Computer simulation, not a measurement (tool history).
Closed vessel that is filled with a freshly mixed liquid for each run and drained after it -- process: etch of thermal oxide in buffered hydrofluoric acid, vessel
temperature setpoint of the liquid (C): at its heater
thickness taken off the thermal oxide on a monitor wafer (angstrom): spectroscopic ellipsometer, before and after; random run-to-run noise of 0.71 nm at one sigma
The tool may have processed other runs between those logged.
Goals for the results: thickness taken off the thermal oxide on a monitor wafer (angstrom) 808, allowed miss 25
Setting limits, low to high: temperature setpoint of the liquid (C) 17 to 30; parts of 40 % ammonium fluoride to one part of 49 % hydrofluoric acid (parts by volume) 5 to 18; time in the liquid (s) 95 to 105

| run | hour | temperature setpoint of the liquid (C) | parts of 40 % ammonium fluoride to one part of 49 % hydrofluoric acid (parts by volume) | time in the liquid (s) | thickness taken off the thermal oxide on a monitor wafer (angstrom) |
|---|---|---|---|---|---|
| 1 | 0 | 22 | 11 | 95 | 991.37 |
| 2 | 8.4 | 22 | 9 | 95 | 1153 |
| 3 | 12.4 | 25.5 | 9 | 95 | 1390.3 |
| 4 | 14.9 | 25.5 | 9 | 95 | 1420.6 |
| 5 | 23.6 | 25.5 | 9 | 95 | 1402.6 |
| 6 | 32.3 | 25.5 | 7.5 | 95 | 1701.8 |
| 7 | 36.3 | 24 | 8 | 95 | 1472.9 |
| 8 | 44.6 | 23 | 8.5 | 95 | 1289.6 |
| 9 | 50.5 | 19 | 9.5 | 95 | 958.15 |
| 10 | 54.9 | 18.5 | 9.5 | 95 | 914.88 |
| 11 | 56.2 | 18 | 9.5 | 95 | 880.56 |

Which one of the following 4 next-run settings gets every result inside its allowed miss? There is exactly one.
| A | 57.5 | 19 | 11.5 | 105 | ? |
| B | 57.5 | 19.5 | 11.5 | 100 | ? |
| C | 57.5 | 19.5 | 12 | 105 | ? |
| D | 57.5 | 17.5 | 10.5 | 95 | ? |

| move | thickness taken off the thermal oxide on a monitor wafer (angstrom) |
|---|---|
| A | 891.93 |
| B | 873.7 |
| C | 880 |
| D | 810.05 |
A: lands further from the targets than the last run did
B: an improvement on the last run, though not all results are within tolerance
C: just as far off the targets as the last run
D: all results land within tolerance of their targets
So the answer is move D, the one that meets all the targets.

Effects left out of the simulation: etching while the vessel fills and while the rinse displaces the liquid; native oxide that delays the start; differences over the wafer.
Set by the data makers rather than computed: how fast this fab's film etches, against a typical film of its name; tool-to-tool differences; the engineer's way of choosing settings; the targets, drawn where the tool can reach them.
